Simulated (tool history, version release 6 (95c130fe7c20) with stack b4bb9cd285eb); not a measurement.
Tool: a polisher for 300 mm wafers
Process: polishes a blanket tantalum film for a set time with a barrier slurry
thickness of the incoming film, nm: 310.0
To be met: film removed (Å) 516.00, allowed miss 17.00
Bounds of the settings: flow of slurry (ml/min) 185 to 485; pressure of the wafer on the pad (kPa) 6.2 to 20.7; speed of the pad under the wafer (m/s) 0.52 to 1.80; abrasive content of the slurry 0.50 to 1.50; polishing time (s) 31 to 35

run  hour  flow of slurry (ml/min)  pressure of the wafer on the pad (kPa)  speed of the pad under the wafer (m/s)  abrasive content of the slurry  polishing time (s)  film removed (Å)
  1   0.0                      310                                    13.1                                    1.16                            1.00                  35            632.78
  2   6.6                      310                                    14.5                                    1.16                            1.00                  35            710.29
  3   7.9                      310                                    13.8                                    1.16                            1.00                  35            677.36
  4  14.4                      310                                    15.9                                    1.16                            1.00                  35            761.64
  5  20.8                      310                                    15.9                                    0.90                            1.00                  35            609.35
  6  26.1                      260                                    15.9                                    0.90                            1.00                  35            597.95
  7  26.9                      260                                    15.2                                    0.90                            1.00                  35            576.42
  8  28.6                      260                                    14.5                                    0.90                            1.00                  35            546.17
     33.9  -- worn pad replaced by a new one
  9  33.9                      260                                    13.8                                    0.90                            1.00                  35            579.40

Which of these 4 next moves meets every target?
  A  39.2                      265                                    13.8                                    0.80                            1.10                  32                 ?
  B  39.2                      210                                    15.9                                    0.76                            0.95                  31                 ?
  C  39.2                      300                                    13.8                                    0.82                            0.95                  33                 ?
  D  39.2                      230                                    13.1                                    0.98                            1.00                  31                 ?

move  film removed (Å)
   A            481.12
   B            483.30
   C            493.47
   D            521.96
A: takes the result that was furthest off past its target
B: takes the result that was furthest off past its target
C: takes the result that was furthest off past its target
D: meets every target
Move D is the one to make.
